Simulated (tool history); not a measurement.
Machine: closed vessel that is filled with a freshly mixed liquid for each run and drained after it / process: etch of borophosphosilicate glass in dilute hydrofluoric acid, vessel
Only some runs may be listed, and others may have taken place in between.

run  hour  temperature setpoint of the liquid (C)  parts of water to one part of 49 % hydrofluoric acid (parts by volume)  time in the liquid (s)  thickness taken off the borophosphosilicate glass on a monitor wafer (angstrom)
  1   0.0                                    25.0                                                                     220                     155                                                                           256.19
  2   1.9                                    24.0                                                                     220                     155                                                                           250.42
  3  10.5                                    23.0                                                                     220                     155                                                                           234.44
  4  12.5                                    23.0                                                                     220                     155                                                                           236.18
  5  21.1                                    22.5                                                                     220                     155                                                                           230.87
  6  24.1                                    22.5                                                                     220                     165                                                                           248.18
  7  30.9                                    22.0                                                                     220                     165                                                                           244.04

The next listed run, before its measurement:
  8  38.2                                    18.0                                                                     225                     165                                                                                ?

thickness taken off the borophosphosilicate glass on a monitor wafer (angstrom): 204.31

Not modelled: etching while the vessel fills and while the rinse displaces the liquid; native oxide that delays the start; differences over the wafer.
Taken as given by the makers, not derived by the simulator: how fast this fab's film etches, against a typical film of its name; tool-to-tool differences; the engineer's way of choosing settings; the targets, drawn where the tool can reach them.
